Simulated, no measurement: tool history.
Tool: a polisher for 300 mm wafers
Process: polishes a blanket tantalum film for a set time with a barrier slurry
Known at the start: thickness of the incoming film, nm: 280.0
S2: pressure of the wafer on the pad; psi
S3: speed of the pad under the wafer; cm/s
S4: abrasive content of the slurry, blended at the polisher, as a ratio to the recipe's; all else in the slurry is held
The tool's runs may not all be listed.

{"run": 1, "hour": 0.0, "flow of slurry (ml/min)": 270, "S2": 1.8, "S3": 92, "S4": 1.0, "polishing time (s)": 96, "film removed (nm)": 133.18}
{"run": 2, "hour": 7.8, "flow of slurry (ml/min)": 270, "S2": 1.8, "S3": 92, "S4": 0.8, "polishing time (s)": 96, "film removed (nm)": 122.74}
{"run": 3, "hour": 12.1, "flow of slurry (ml/min)": 270, "S2": 1.8, "S3": 92, "S4": 0.7, "polishing time (s)": 96, "film removed (nm)": 116.7}
{"run": 4, "hour": 16.5, "flow of slurry (ml/min)": 270, "S2": 1.8, "S3": 92, "S4": 0.7, "polishing time (s)": 101, "film removed (nm)": 123.42}
{"run": 5, "hour": 25.4, "flow of slurry (ml/min)": 270, "S2": 1.8, "S3": 92, "S4": 0.7, "polishing time (s)": 96, "film removed (nm)": 116.32}
{"run": 6, "hour": 28.6, "flow of slurry (ml/min)": 270, "S2": 1.8, "S3": 80, "S4": 0.7, "polishing time (s)": 96, "film removed (nm)": 101.78}
{"run": 7, "hour": 30.4, "flow of slurry (ml/min)": 265, "S2": 1.7, "S3": 80, "S4": 0.7, "polishing time (s)": 96, "film removed (nm)": 96.717}

Forecast run 8:
{"hour": 33.7, "done": "slurry blender recalibrated"}
{"run": 8, "hour": 33.7, "flow of slurry (ml/min)": 265, "S2": 1.6, "S3": 80, "S4": 0.7, "polishing time (s)": 96, "film removed (nm)": "?"}

film removed (nm): 102.660

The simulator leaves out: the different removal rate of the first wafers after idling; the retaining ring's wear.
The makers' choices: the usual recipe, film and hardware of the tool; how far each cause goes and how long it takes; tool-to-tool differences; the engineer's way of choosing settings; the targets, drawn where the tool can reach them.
